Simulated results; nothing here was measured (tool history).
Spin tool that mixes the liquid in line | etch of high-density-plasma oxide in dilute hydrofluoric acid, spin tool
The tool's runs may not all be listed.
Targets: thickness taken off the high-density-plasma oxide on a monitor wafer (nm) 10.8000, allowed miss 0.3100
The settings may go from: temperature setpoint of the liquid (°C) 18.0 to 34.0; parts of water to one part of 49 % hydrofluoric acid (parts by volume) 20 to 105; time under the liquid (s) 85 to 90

run	day	temperature setpoint of the liquid (°C)	parts of water to one part of 49 % hydrofluoric acid (parts by volume)	time under the liquid (s)	thickness taken off the high-density-plasma oxide on a monitor wafer (nm)
1	0.000	26.0	55	85	12.4900
2	0.046	25.5	55	85	12.2400
3	0.408	25.0	55	85	12.0000
4	0.571	25.0	55	90	12.6990
5	0.925	25.0	35	90	20.3950
6	1.267	25.0	35	85	19.3880
7	1.512	24.0	35	85	18.5480
8	1.671	23.0	35	85	17.7550
9	1.762	19.0	55	85	9.3609
10	1.962	19.5	55	85	9.5837
11	2.183	20.0	55	85	9.6923
12	2.546	20.5	55	85	9.9000
13	2.750	21.0	55	85	10.1770

Which of these 4 next moves meets every target?
A	2.954	22.0	60	85	?
B	2.954	20.0	55	90	?
C	2.954	27.0	65	85	?
D	2.954	23.0	60	85	?

move	thickness taken off the high-density-plasma oxide on a monitor wafer (nm)
A	9.6658
B	10.3300
C	10.8580
D	10.0740
A: further off than the last run
B: nearer than the last run, and not there yet
C: meets every target
D: further off than the last run
Move C is the one to make.
